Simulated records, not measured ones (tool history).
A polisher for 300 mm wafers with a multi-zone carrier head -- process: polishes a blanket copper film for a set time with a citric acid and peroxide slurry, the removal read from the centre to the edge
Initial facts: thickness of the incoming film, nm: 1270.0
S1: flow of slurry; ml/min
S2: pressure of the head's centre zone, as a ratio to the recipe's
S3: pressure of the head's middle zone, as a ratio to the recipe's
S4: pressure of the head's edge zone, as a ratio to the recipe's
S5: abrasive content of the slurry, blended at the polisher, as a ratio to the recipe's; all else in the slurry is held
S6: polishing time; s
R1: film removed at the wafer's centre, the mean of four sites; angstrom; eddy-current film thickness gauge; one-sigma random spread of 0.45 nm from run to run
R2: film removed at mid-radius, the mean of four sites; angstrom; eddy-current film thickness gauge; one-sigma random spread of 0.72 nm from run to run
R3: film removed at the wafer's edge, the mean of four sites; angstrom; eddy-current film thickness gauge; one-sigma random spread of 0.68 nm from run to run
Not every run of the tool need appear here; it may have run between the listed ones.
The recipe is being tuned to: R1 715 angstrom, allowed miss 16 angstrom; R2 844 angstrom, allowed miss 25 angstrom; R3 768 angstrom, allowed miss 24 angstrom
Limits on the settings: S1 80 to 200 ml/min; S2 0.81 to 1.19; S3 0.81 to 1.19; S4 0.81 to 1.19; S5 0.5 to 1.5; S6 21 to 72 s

| run | hour | S1 | S2 | S3 | S4 | S5 | S6 | R1 | R2 | R3 |
|---|---|---|---|---|---|---|---|---|---|---|
| 1 | 0 | 130 | 1 | 1 | 1 | 1 | 46 | 863.02 | 838.99 | 865.98 |
| 2 | 1.3 | 120 | 0.98 | 1.02 | 0.97 | 1 | 46 | 829.01 | 839.33 | 849.5 |
| 3 | 3.7 | 120 | 0.98 | 1.02 | 0.91 | 1 | 46 | 838.94 | 830.57 | 816.41 |
| 4 | 6.6 | 120 | 0.98 | 1.02 | 0.84 | 1 | 46 | 831.08 | 837.84 | 806.74 |
| 5 | 13 | 120 | 0.98 | 1.02 | 0.84 | 1 | 35 | 636.57 | 634.89 | 597.05 |
| 6 | 14.2 | 135 | 0.97 | 1.05 | 0.9 | 1.05 | 35 | 656.11 | 687.39 | 635.63 |
| 7 | 23.1 | 145 | 0.96 | 1.06 | 0.95 | 1.1 | 35 | 672.55 | 698.13 | 675.04 |
| 8 | 29.1 | 155 | 0.95 | 1.09 | 0.96 | 1.1 | 35 | 674.74 | 732.8 | 687.32 |
| 9 | 34.3 | 165 | 0.95 | 1.11 | 0.98 | 1.1 | 35 | 686.5 | 763.28 | 703.53 |
| 10 | 37.4 | 170 | 0.95 | 1.12 | 1 | 1.1 | 35 | 695.45 | 765.81 | 698.51 |
| 11 | 44.1 | 175 | 0.94 | 1.13 | 1.02 | 1.15 | 35 | 701.34 | 782.85 | 711.49 |
| 12 | 49.8 | 180 | 0.93 | 1.14 | 1.05 | 1.2 | 35 | 696.18 | 787.7 | 729.35 |
| 13 | 58.2 | 185 | 0.93 | 1.15 | 1.06 | 1.25 | 35 | 718.65 | 798.28 | 749.78 |
| 14 | 61 | 185 | 0.92 | 1.16 | 1.06 | 1.25 | 35 | 706.01 | 816.02 | 755.45 |

Which of these 4 next moves meets every target?
| A | 63.8 | 185 | 0.91 | 1.07 | 1.06 | 1.35 | 35 | ? | ? | ? |
| B | 63.8 | 190 | 0.87 | 1.13 | 1.01 | 1.25 | 37 | ? | ? | ? |
| C | 63.8 | 165 | 0.85 | 1.16 | 1.16 | 1.15 | 37 | ? | ? | ? |
| D | 63.8 | 170 | 0.94 | 1.13 | 1.13 | 1.15 | 36 | ? | ? | ? |

| move | R1 | R2 | R3 |
|---|---|---|---|
| A | 711.03 | 772.33 | 771.71 |
| B | 719.64 | 845.36 | 785.54 |
| C | 677.18 | 829.24 | 812.53 |
| D | 712.46 | 792.86 | 783.37 |
A: further off than the last run
B: every result lands within tolerance
C: meets the target for the result that was furthest off, but another lies outside its allowed miss
D: further off than the last run
B is the move that brings every result within its allowed miss.
